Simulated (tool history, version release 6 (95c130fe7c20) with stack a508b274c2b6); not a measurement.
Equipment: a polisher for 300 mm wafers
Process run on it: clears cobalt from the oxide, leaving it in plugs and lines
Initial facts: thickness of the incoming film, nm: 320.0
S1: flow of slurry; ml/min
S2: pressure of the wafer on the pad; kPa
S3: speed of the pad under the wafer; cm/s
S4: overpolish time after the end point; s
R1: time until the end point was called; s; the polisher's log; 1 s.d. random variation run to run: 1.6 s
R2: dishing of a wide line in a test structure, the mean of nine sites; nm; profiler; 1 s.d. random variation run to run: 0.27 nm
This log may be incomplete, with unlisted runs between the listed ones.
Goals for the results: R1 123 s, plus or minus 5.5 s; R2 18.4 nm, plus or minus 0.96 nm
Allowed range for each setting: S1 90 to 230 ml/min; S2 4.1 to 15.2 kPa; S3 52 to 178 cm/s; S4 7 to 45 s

run 1 day=0 | S1=150 S2=9.7 S3=114 S4=23 | R1=79.541 R2=52.644
run 2 day=0.304 | S1=145 S2=9 S3=112 S4=20 | R1=85.979 R2=45.766
run 3 day=0.546 | S1=135 S2=8.3 S3=112 S4=18 | R1=91.143 R2=40.889
run 4 day=0.621 | S1=125 S2=7.6 S3=112 S4=16 | R1=103.17 R2=36.204
run 5 day=0.929 | S1=120 S2=6.9 S3=116 S4=14 | R1=112.02 R2=31.231
run 6 day=1.292 | S1=120 S2=6.9 S3=116 S4=10 | R1=112.1 R2=24.027
run 7 day=1.483 | S1=125 S2=6.2 S3=120 S4=9 | R1=119.59 R2=20.731
run 8 day=1.596 | S1=130 S2=6.2 S3=120 S4=9 | R1=117.63 R2=20.149
run 9 day=1.671 | S1=130 S2=6.2 S3=120 S4=9 | R1=120.59 R2=20.605
run 10 day=1.971 | S1=135 S2=6.2 S3=120 S4=9 | R1=116.58 R2=21.398
run 11 day=2.042 | S1=140 S2=5.5 S3=124 S4=8 | R1=132.91 R2=17.217
run 12 day=2.212 | S1=135 S2=5.5 S3=124 S4=8 | R1=129.1 R2=17.749
run 13 day=2.521 | S1=130 S2=5.5 S3=126 S4=8 | R1=126.78 R2=17.456
run 14 day=2.617 | S1=125 S2=5.5 S3=126 S4=8 | R1=132.56 R2=17.843
run 15 day=2.804 | S1=130 S2=5.5 S3=126 S4=8 | R1=129.94 R2=17.679

5 candidate next runs follow, results not yet known. Just one meets every target within its allowed miss. Identify it.
run A day=2.992 | S1=110 S2=4.8 S3=154 S4=8 | R1=? R2=?
run B day=2.992 | S1=125 S2=6.2 S3=116 S4=8 | R1=? R2=?
run C day=2.992 | S1=140 S2=5.5 S3=104 S4=9 | R1=? R2=?
run D day=2.992 | S1=90 S2=4.8 S3=162 S4=7 | R1=? R2=?
run E day=2.992 | S1=115 S2=4.8 S3=134 S4=9 | R1=? R2=?

move=A R1=132.79 R2=17.72
move=B R1=122.3 R2=19.009
move=C R1=143.05 R2=18.403
move=D R1=133.97 R2=15.65
move=E R1=144.16 R2=18.279
A: lands further from the targets than the last run did
B: all results land within tolerance of their targets
C: lands further from the targets than the last run did
D: lands further from the targets than the last run did
E: lands further from the targets than the last run did
So the answer is move B, the one that meets all the targets.
